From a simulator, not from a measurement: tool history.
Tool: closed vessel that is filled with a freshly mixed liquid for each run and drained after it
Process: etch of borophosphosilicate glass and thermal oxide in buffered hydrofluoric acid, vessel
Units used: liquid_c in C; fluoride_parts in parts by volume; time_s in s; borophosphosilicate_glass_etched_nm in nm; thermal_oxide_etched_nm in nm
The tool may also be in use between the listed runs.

run,hour,liquid_c,fluoride_parts,time_s,borophosphosilicate_glass_etched_nm,thermal_oxide_etched_nm
1,0.0,23.0,13.0,60,59.352,47.716
2,8.0,22.0,13.5,60,54.524,44.445
3,15.3,22.0,13.5,50,45.366,36.934
4,18.0,21.5,13.5,50,44.238,35.113
5,21.9,21.5,13.5,70,61.606,49.634
6,26.3,21.0,14.0,70,58.057,45.760

Run 7 has not been measured yet. What should we expect?
7,30.3,21.0,14.0,70,?,?

{"run 7": {"borophosphosilicate_glass_etched_nm": 57.74, "thermal_oxide_etched_nm": 46.471}}
